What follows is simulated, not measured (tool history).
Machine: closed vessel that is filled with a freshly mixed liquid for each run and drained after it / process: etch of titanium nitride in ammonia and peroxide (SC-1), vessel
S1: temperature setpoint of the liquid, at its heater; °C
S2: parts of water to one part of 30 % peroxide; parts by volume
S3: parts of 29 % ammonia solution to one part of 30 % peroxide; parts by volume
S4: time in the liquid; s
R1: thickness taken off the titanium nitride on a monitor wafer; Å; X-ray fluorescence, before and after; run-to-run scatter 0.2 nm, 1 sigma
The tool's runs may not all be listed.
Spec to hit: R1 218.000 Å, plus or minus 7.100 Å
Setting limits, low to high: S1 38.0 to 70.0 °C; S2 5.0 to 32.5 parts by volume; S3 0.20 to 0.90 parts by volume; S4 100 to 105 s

run,hour,S1,S2,S3,S4,R1
1,0.0,54.0,18.0,0.50,100,93.491
2,3.9,56.0,18.0,0.50,100,107.880
3,12.5,53.0,18.0,0.50,100,89.517
4,15.9,55.5,18.0,0.50,100,104.120
5,20.0,57.5,18.0,0.50,100,119.050
6,25.0,57.5,18.0,0.50,100,117.820
7,31.4,65.5,18.0,0.50,100,201.430
8,38.3,66.0,18.0,0.50,100,206.000
9,40.7,66.0,18.0,0.50,100,207.620

Below are 4 possible settings for the next run. Only one of them brings all results inside the allowed miss of their targets. Which is it?
A,43.1,66.0,16.5,0.55,100,?
B,43.1,67.0,15.5,0.50,100,?
C,43.1,67.0,20.5,0.45,100,?
D,43.1,64.0,14.0,0.45,100,?

move,R1
A,218.730
B,236.940
C,199.020
D,203.110
A: meets every target
B: carries the result that was furthest off beyond its target, to the other side
C: misses by more than the last run did
D: misses by more than the last run did
Correct choice: A, which meets every target
